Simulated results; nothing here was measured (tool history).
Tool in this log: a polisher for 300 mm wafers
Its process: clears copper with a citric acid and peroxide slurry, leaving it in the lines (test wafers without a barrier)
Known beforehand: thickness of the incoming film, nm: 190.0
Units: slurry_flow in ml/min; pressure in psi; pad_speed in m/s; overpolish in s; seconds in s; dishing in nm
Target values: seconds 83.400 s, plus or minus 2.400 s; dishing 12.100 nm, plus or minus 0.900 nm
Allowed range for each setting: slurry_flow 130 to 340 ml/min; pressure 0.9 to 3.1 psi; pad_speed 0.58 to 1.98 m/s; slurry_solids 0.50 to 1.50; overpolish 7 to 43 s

{"run": 1, "hour": 0.0, "slurry_flow": 220, "pressure": 2.0, "pad_speed": 1.28, "slurry_solids": 1.0, "overpolish": 22, "seconds": 106.07, "dishing": 27.758}
{"run": 2, "hour": 4.3, "slurry_flow": 220, "pressure": 2.0, "pad_speed": 1.28, "slurry_solids": 1.0, "overpolish": 29, "seconds": 106.81, "dishing": 33.866}
{"run": 3, "hour": 5.8, "slurry_flow": 225, "pressure": 2.0, "pad_speed": 1.32, "slurry_solids": 1.0, "overpolish": 25, "seconds": 104.27, "dishing": 32.099}
{"run": 4, "hour": 10.2, "slurry_flow": 210, "pressure": 2.2, "pad_speed": 1.2, "slurry_solids": 1.1, "overpolish": 22, "seconds": 101.23, "dishing": 29.108}
{"run": 5, "hour": 18.9, "slurry_flow": 160, "pressure": 2.2, "pad_speed": 1.2, "slurry_solids": 1.1, "overpolish": 22, "seconds": 105.87, "dishing": 26.903}
{"run": 6, "hour": 24.1, "slurry_flow": 160, "pressure": 2.4, "pad_speed": 1.2, "slurry_solids": 1.1, "overpolish": 22, "seconds": 98.514, "dishing": 30.225}
{"run": 7, "hour": 32.3, "slurry_flow": 155, "pressure": 2.2, "pad_speed": 1.34, "slurry_solids": 1.15, "overpolish": 19, "seconds": 95.123, "dishing": 27.09}
{"run": 8, "hour": 34.7, "slurry_flow": 150, "pressure": 2.0, "pad_speed": 1.44, "slurry_solids": 1.2, "overpolish": 17, "seconds": 97.161, "dishing": 23.431}
{"run": 9, "hour": 43.6, "slurry_flow": 145, "pressure": 1.9, "pad_speed": 1.54, "slurry_solids": 1.25, "overpolish": 15, "seconds": 95.393, "dishing": 21.851}
{"run": 10, "hour": 51.9, "slurry_flow": 140, "pressure": 1.8, "pad_speed": 1.62, "slurry_solids": 1.3, "overpolish": 14, "seconds": 95.902, "dishing": 20.193}
{"run": 11, "hour": 54.6, "slurry_flow": 140, "pressure": 1.7, "pad_speed": 1.68, "slurry_solids": 1.35, "overpolish": 13, "seconds": 95.34, "dishing": 19.864}
{"run": 12, "hour": 60.7, "slurry_flow": 140, "pressure": 1.7, "pad_speed": 1.74, "slurry_solids": 1.2, "overpolish": 12, "seconds": 94.806, "dishing": 16.748}
{"run": 13, "hour": 69.3, "slurry_flow": 150, "pressure": 1.7, "pad_speed": 1.76, "slurry_solids": 1.15, "overpolish": 11, "seconds": 92.155, "dishing": 17.036}
{"run": 14, "hour": 76.9, "slurry_flow": 145, "pressure": 1.7, "pad_speed": 1.78, "slurry_solids": 1.05, "overpolish": 10, "seconds": 94.982, "dishing": 14.731}
{"run": 15, "hour": 84.2, "slurry_flow": 155, "pressure": 1.7, "pad_speed": 1.8, "slurry_solids": 0.95, "overpolish": 9, "seconds": 94.34, "dishing": 13.567}
{"run": 16, "hour": 89.8, "slurry_flow": 155, "pressure": 1.7, "pad_speed": 1.8, "slurry_solids": 0.95, "overpolish": 9, "seconds": 94.104, "dishing": 13.542}
{"run": 17, "hour": 97.5, "slurry_flow": 165, "pressure": 1.7, "pad_speed": 1.82, "slurry_solids": 0.9, "overpolish": 9, "seconds": 93.095, "dishing": 13.612}
{"run": 18, "hour": 103.1, "slurry_flow": 170, "pressure": 1.7, "pad_speed": 1.84, "slurry_solids": 0.85, "overpolish": 9, "seconds": 93.172, "dishing": 13.824}
{"run": 19, "hour": 110.7, "slurry_flow": 165, "pressure": 1.8, "pad_speed": 1.86, "slurry_solids": 0.8, "overpolish": 9, "seconds": 88.244, "dishing": 14.201}
{"run": 20, "hour": 112.8, "slurry_flow": 160, "pressure": 1.8, "pad_speed": 1.88, "slurry_solids": 0.75, "overpolish": 9, "seconds": 89.354, "dishing": 13.684}
{"run": 21, "hour": 118.9, "slurry_flow": 160, "pressure": 1.8, "pad_speed": 1.9, "slurry_solids": 0.7, "overpolish": 9, "seconds": 89.991, "dishing": 14.258}
{"run": 22, "hour": 119.9, "slurry_flow": 180, "pressure": 1.8, "pad_speed": 1.92, "slurry_solids": 0.7, "overpolish": 9, "seconds": 87.964, "dishing": 14.646}
{"run": 23, "hour": 128.1, "slurry_flow": 170, "pressure": 1.8, "pad_speed": 1.94, "slurry_solids": 0.65, "overpolish": 9, "seconds": 89.041, "dishing": 14.246}
{"run": 24, "hour": 133.4, "slurry_flow": 170, "pressure": 1.8, "pad_speed": 1.94, "slurry_solids": 0.65, "overpolish": 9, "seconds": 89.264, "dishing": 14.33}
{"run": 25, "hour": 135.7, "slurry_flow": 165, "pressure": 1.8, "pad_speed": 1.94, "slurry_solids": 0.65, "overpolish": 9, "seconds": 88.624, "dishing": 14.628}
{"run": 26, "hour": 142.6, "slurry_flow": 190, "pressure": 1.8, "pad_speed": 1.94, "slurry_solids": 0.7, "overpolish": 9, "seconds": 86.044, "dishing": 15.387}
{"run": 27, "hour": 145.5, "slurry_flow": 180, "pressure": 1.8, "pad_speed": 1.94, "slurry_solids": 0.65, "overpolish": 9, "seconds": 88.183, "dishing": 14.317}

4 candidate next runs follow, results not yet known. Just one meets every target within its allowed miss. Identify it.
{"run": "A", "hour": 148.4, "slurry_flow": 170, "pressure": 1.6, "pad_speed": 1.94, "slurry_solids": 0.7, "overpolish": 9, "seconds": "?", "dishing": "?"}
{"run": "B", "hour": 148.4, "slurry_flow": 200, "pressure": 1.7, "pad_speed": 1.92, "slurry_solids": 0.65, "overpolish": 14, "seconds": "?", "dishing": "?"}
{"run": "C", "hour": 148.4, "slurry_flow": 130, "pressure": 1.9, "pad_speed": 1.74, "slurry_solids": 0.7, "overpolish": 12, "seconds": "?", "dishing": "?"}
{"run": "D", "hour": 148.4, "slurry_flow": 220, "pressure": 1.9, "pad_speed": 1.98, "slurry_solids": 0.5, "overpolish": 7, "seconds": "?", "dishing": "?"}

move=A seconds=96.037 dishing=12.857
move=B seconds=90.938 dishing=20.371
move=C seconds=96.418 dishing=16.833
move=D seconds=83.012 dishing=11.682
A: brings the result that was furthest off to its target, and leaves another outside
B: misses by more than the last run did
C: misses by more than the last run did
D: each result inside its tolerance
Answer: D
